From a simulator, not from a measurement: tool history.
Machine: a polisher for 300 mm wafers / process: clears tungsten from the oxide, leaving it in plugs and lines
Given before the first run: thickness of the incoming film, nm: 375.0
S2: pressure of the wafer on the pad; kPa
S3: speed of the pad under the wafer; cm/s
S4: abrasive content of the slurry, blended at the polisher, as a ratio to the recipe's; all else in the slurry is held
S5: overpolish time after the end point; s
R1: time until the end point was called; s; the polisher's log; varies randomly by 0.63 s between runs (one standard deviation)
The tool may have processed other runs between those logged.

run 1 hour=0 | flow_of_slurry_(ml/min)=290 S2=18.6 S3=120 S4=1 S5=15 | R1=73.07
run 2 hour=7.3 | flow_of_slurry_(ml/min)=260 S2=18.6 S3=120 S4=1 S5=15 | R1=73.078
run 3 hour=16 | flow_of_slurry_(ml/min)=260 S2=22.1 S3=120 S4=1 S5=15 | R1=63.471
run 4 hour=18.7 | flow_of_slurry_(ml/min)=260 S2=23.4 S3=120 S4=1 S5=15 | R1=58.073
run 5 hour=22.9 | flow_of_slurry_(ml/min)=260 S2=23.4 S3=106 S4=1 S5=15 | R1=66.361
run 6 hour=31.3 | flow_of_slurry_(ml/min)=290 S2=23.4 S3=106 S4=1 S5=15 | R1=63.825
run 7 hour=36.8 | flow_of_slurry_(ml/min)=310 S2=24.1 S3=106 S4=1 S5=15 | R1=62.247

Run 8 has not been measured yet. What should we expect?
run 8 hour=41 | flow_of_slurry_(ml/min)=310 S2=25.5 S3=106 S4=1 S5=15 | R1=?

Run 8 yielded R1 59.467 s.
